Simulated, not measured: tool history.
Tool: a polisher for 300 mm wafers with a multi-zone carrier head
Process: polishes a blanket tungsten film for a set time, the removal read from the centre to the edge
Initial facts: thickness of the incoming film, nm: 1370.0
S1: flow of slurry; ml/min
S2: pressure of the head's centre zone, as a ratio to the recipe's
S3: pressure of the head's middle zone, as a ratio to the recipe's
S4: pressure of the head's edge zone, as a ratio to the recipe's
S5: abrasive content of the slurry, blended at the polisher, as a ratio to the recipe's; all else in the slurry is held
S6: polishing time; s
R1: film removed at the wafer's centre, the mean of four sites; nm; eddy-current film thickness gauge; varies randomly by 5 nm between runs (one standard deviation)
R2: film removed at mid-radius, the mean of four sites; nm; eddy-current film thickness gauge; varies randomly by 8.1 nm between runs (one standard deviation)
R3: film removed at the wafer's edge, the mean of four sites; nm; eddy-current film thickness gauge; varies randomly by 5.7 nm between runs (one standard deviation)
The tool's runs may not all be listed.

run	hour	S1	S2	S3	S4	S5	S6	R1	R2	R3
1	0	260	1	1	1	1	84	528.97	527.95	551.32
2	6.2	265	1.01	1	1.02	1.05	84	545.17	537.9	555.81
3	12.8	265	1.01	1.07	1.02	1.05	84	547.08	569.66	554.98
4	19.5	265	1.02	1.06	1.04	1.1	84	546.14	555.4	570.81
5	23.3	270	1.03	1.06	1.05	1.15	84	569.63	576.81	583.34
6	24.4	270	1.03	1.06	1.05	1.15	71	481.23	472.59	489.04
7	33.3	270	1.04	1.06	1.06	1.2	72	493.85	508.43	512.08
8	35	315	1.14	0.96	1.16	1.45	77	629.03	527.98	608.84
9	39.6	315	1.14	0.96	1.16	1.45	77	623.15	518.14	607.29

Run 10 is up next; what results do you expect?
10	47.3	315	1.14	0.97	1.16	1.45	77	?	?	?

R1: 632.33 nm
R2: 532.69 nm
R3: 614.23 nm
